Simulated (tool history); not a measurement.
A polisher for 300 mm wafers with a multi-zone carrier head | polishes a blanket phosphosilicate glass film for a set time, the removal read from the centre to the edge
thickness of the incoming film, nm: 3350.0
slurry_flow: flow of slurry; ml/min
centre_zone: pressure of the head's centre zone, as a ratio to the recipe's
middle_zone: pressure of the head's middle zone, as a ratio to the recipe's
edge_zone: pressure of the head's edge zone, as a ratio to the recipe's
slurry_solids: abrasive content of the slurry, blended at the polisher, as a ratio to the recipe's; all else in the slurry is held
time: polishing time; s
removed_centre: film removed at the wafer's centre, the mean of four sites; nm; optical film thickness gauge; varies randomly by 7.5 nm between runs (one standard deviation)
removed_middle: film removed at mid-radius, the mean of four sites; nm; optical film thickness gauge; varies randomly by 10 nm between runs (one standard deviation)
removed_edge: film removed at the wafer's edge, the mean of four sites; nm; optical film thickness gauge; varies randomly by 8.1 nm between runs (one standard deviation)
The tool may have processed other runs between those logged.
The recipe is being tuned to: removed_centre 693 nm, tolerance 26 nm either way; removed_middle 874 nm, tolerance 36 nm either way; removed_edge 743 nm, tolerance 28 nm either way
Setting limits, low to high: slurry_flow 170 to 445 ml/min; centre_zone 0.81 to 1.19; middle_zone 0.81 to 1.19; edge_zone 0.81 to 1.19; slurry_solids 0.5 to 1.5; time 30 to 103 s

| run | hour | slurry_flow | centre_zone | middle_zone | edge_zone | slurry_solids | time | removed_centre | removed_middle | removed_edge |
|---|---|---|---|---|---|---|---|---|---|---|
| 1 | 0 | 285 | 1 | 1 | 1 | 1 | 66 | 720.38 | 716.38 | 755.93 |
| 2 | 6.3 | 290 | 0.99 | 1.03 | 0.99 | 1 | 66 | 690.48 | 734.55 | 738.9 |
| 3 | 9.3 | 295 | 0.99 | 1.05 | 0.99 | 1 | 66 | 712.35 | 746.97 | 734.11 |
| 4 | 13.1 | 295 | 0.99 | 1.05 | 0.99 | 1.2 | 66 | 770.42 | 809.42 | 817.9 |
| 5 | 16.6 | 295 | 0.98 | 1.07 | 0.97 | 1.2 | 66 | 783.39 | 853.71 | 799.85 |
| 6 | 23.5 | 295 | 0.98 | 1.07 | 0.97 | 1.2 | 56 | 652.41 | 709.97 | 679.52 |
| 7 | 24.9 | 295 | 0.97 | 1.09 | 0.97 | 1.25 | 56 | 661.32 | 738.84 | 692.25 |
| 8 | 28.2 | 300 | 0.96 | 1.11 | 0.97 | 1.3 | 56 | 665.34 | 746.62 | 706.53 |
| 9 | 31.2 | 300 | 0.95 | 1.12 | 0.96 | 1.35 | 56 | 674.33 | 786.47 | 726.44 |
| 10 | 32.6 | 300 | 0.95 | 1.13 | 0.95 | 1.35 | 56 | 677.5 | 773.72 | 717.39 |
| 11 | 38.2 | 300 | 0.93 | 1.14 | 0.93 | 1.4 | 56 | 668.4 | 798.26 | 721.94 |
| 12 | 46.2 | 300 | 0.93 | 1.15 | 0.92 | 1.4 | 56 | 660.07 | 802.53 | 723.86 |
| 13 | 50.5 | 305 | 0.93 | 1.16 | 0.91 | 1.4 | 56 | 676.85 | 814.04 | 723.65 |
| 14 | 54.4 | 305 | 0.92 | 1.17 | 0.9 | 1.4 | 56 | 666.2 | 821.83 | 704.38 |

Consider the 4 candidate settings below. Which is the only one whose results all fall within their allowed miss of target?
| A | 58.3 | 285 | 0.94 | 1.19 | 0.88 | 1.35 | 52 | ? | ? | ? |
| B | 58.3 | 315 | 0.98 | 1.12 | 0.92 | 1.4 | 54 | ? | ? | ? |
| C | 58.3 | 270 | 0.88 | 1.09 | 0.98 | 1.45 | 56 | ? | ? | ? |
| D | 58.3 | 280 | 0.92 | 1.19 | 0.88 | 1.35 | 61 | ? | ? | ? |

| move | removed_centre | removed_middle | removed_edge |
|---|---|---|---|
| A | 621.61 | 748.98 | 647.97 |
| B | 690.57 | 758.21 | 703.11 |
| C | 640.82 | 768.71 | 753.54 |
| D | 712.15 | 877.14 | 759.08 |
A: further off than the last run
B: further off than the last run
C: further off than the last run
D: every result lands within tolerance
The right move is D.
